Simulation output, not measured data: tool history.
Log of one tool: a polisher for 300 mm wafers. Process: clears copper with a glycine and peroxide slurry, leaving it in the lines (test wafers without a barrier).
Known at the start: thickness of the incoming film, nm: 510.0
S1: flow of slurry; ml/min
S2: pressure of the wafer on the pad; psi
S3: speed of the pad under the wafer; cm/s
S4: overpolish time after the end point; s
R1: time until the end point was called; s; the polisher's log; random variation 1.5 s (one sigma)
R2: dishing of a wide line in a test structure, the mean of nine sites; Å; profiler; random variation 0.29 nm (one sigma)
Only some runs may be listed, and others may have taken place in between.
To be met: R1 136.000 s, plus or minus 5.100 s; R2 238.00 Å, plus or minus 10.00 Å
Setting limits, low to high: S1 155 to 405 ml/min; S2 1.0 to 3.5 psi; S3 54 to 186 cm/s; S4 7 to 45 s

{"run": 1, "day": 0.0, "S1": 260, "S2": 2.2, "S3": 118, "S4": 23, "R1": 79.513, "R2": 627.1}
{"run": 2, "day": 0.121, "S1": 260, "S2": 2.2, "S3": 118, "S4": 16, "R1": 78.425, "R2": 508.49}
{"run": 3, "day": 0.246, "S1": 225, "S2": 1.8, "S3": 112, "S4": 13, "R1": 98.354, "R2": 382.87}
{"run": 4, "day": 0.575, "S1": 225, "S2": 1.8, "S3": 86, "S4": 13, "R1": 114.77, "R2": 342.16}
{"run": 5, "day": 0.908, "S1": 225, "S2": 1.8, "S3": 86, "S4": 7, "R1": 113.81, "R2": 204.09}
{"run": 6, "day": 1.217, "S1": 225, "S2": 1.3, "S3": 86, "S4": 7, "R1": 144.55, "R2": 167.56}
{"run": 7, "day": 1.3, "S1": 210, "S2": 1.4, "S3": 86, "S4": 8, "R1": 136.33, "R2": 197.56}
{"run": 8, "day": 1.462, "S1": 200, "S2": 1.4, "S3": 86, "S4": 9, "R1": 142.76, "R2": 216.16}
{"run": 9, "day": 1.517, "S1": 185, "S2": 1.6, "S3": 86, "S4": 11, "R1": 130.18, "R2": 267.53}
{"run": 10, "day": 1.679, "S1": 195, "S2": 1.6, "S3": 86, "S4": 11, "R1": 126.5, "R2": 276.77}
{"run": 11, "day": 1.854, "S1": 155, "S2": 1.4, "S3": 90, "S4": 7, "R1": 144.15, "R2": 170.24}
{"run": 12, "day": 2.188, "S1": 225, "S2": 1.4, "S3": 86, "S4": 8, "R1": 135.63, "R2": 193.5}
{"run": 13, "day": 2.258, "S1": 210, "S2": 1.5, "S3": 84, "S4": 9, "R1": 133.71, "R2": 220.2}
{"run": 14, "day": 2.562, "S1": 210, "S2": 1.5, "S3": 84, "S4": 9, "R1": 134.11, "R2": 221.32}
{"run": 15, "day": 2.625, "S1": 205, "S2": 1.5, "S3": 82, "S4": 9, "R1": 135.66, "R2": 221.59}
{"run": 16, "day": 2.892, "S1": 205, "S2": 1.5, "S3": 80, "S4": 9, "R1": 138.69, "R2": 216.58}
{"run": 17, "day": 3.133, "S1": 205, "S2": 1.5, "S3": 78, "S4": 9, "R1": 135.78, "R2": 211.96}
{"run": 18, "day": 3.492, "S1": 195, "S2": 1.5, "S3": 78, "S4": 9, "R1": 140.03, "R2": 212.51}

Which single option among these 4 for the next run brings every result within its allowed miss of target? Just one does.
{"run": "A", "day": 3.85, "S1": 170, "S2": 1.9, "S3": 70, "S4": 7, "R1": "?", "R2": "?"}
{"run": "B", "day": 3.85, "S1": 155, "S2": 1.5, "S3": 80, "S4": 8, "R1": "?", "R2": "?"}
{"run": "C", "day": 3.85, "S1": 210, "S2": 1.1, "S3": 108, "S4": 9, "R1": "?", "R2": "?"}
{"run": "D", "day": 3.85, "S1": 185, "S2": 1.6, "S3": 80, "S4": 10, "R1": "?", "R2": "?"}

move=A R1=128.790 R2=181.78
move=B R1=143.550 R2=185.04
move=C R1=141.720 R2=205.17
move=D R1=132.780 R2=240.85
A: lands further from the targets than the last run did
B: lands further from the targets than the last run did
C: lands further from the targets than the last run did
D: every result lands within tolerance
So the answer is move D, the one that meets all the targets.

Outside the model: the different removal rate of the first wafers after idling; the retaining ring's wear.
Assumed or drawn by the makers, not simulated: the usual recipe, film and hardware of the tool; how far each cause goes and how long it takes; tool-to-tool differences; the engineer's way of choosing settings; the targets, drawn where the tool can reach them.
